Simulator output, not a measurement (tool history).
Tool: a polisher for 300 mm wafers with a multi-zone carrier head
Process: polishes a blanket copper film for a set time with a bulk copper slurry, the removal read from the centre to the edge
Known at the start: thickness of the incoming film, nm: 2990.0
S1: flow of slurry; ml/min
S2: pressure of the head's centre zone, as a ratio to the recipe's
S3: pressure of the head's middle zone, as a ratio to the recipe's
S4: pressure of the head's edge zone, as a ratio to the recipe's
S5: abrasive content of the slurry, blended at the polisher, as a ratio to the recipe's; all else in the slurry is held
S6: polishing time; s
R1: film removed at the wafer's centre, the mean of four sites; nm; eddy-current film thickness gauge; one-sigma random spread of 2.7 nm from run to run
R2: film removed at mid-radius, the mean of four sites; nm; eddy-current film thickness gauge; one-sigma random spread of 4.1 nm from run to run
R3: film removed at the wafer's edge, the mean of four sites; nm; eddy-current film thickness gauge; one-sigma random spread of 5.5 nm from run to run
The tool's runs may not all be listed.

run  hour   S1    S2    S3    S4    S5  S6      R1      R2      R3
  1   0.0  275  1.00  1.00  1.00  1.00  65  688.42  641.67  647.86
  2   6.9  275  1.00  1.00  1.00  1.00  53  566.07  516.96  526.33
  3  10.2  265  0.96  0.99  0.96  0.90  53  525.30  506.04  497.21
  4  16.3  255  0.93  0.97  0.94  0.85  53  506.14  492.22  486.41
  5  21.0  255  0.85  0.97  0.94  0.85  53  459.91  494.36  481.17
  6  29.8  245  0.85  0.95  0.92  0.85  53  454.47  475.57  481.93

Run 7 comes next. What will it give?
  7  38.3  240  0.85  0.95  0.90  0.80  53   ?   ?   ?

{"run 7": {"R1": 446.19, "R2": 471.54, "R3": 473.81}}
